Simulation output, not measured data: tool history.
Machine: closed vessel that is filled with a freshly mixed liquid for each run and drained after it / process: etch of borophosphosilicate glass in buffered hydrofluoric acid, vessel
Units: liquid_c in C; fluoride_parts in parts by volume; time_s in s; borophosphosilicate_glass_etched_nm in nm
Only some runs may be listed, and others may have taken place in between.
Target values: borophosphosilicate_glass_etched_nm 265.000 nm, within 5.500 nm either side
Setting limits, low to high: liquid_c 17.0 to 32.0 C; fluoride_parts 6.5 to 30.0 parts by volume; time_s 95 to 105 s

run,hour,liquid_c,fluoride_parts,time_s,borophosphosilicate_glass_etched_nm
1,0.0,24.0,19.5,95,99.344
2,3.2,26.5,16.0,95,135.170
3,11.2,30.0,16.0,95,163.270
4,12.8,30.0,21.5,95,128.280
5,18.6,28.5,21.5,95,119.920
6,21.5,32.0,21.5,95,142.230
7,22.6,32.0,17.5,95,165.250
8,26.0,32.0,14.5,95,198.940
9,31.9,32.0,8.5,95,325.450
10,38.9,31.0,8.5,95,309.410
11,47.9,30.0,8.5,95,297.460
12,52.9,29.5,8.5,95,288.070
13,54.2,29.0,8.5,95,280.520
14,63.1,28.5,8.5,95,273.650

Below are 5 possible settings for the next run. Only one of them brings all results inside the allowed miss of their targets. Which is it?
A,72.0,30.5,9.5,95,?
B,72.0,28.5,9.5,100,?
C,72.0,25.5,7.5,100,?
D,72.0,27.5,9.0,105,?
E,72.0,28.5,9.5,105,?

move,borophosphosilicate_glass_etched_nm
A,277.830
B,263.500
C,276.260
D,275.340
E,276.670
A: its largest miss is bigger than the last run's
B: hits every target within its allowed miss
C: its largest miss is bigger than the last run's
D: its largest miss is bigger than the last run's
E: its largest miss is bigger than the last run's
The right move is B.
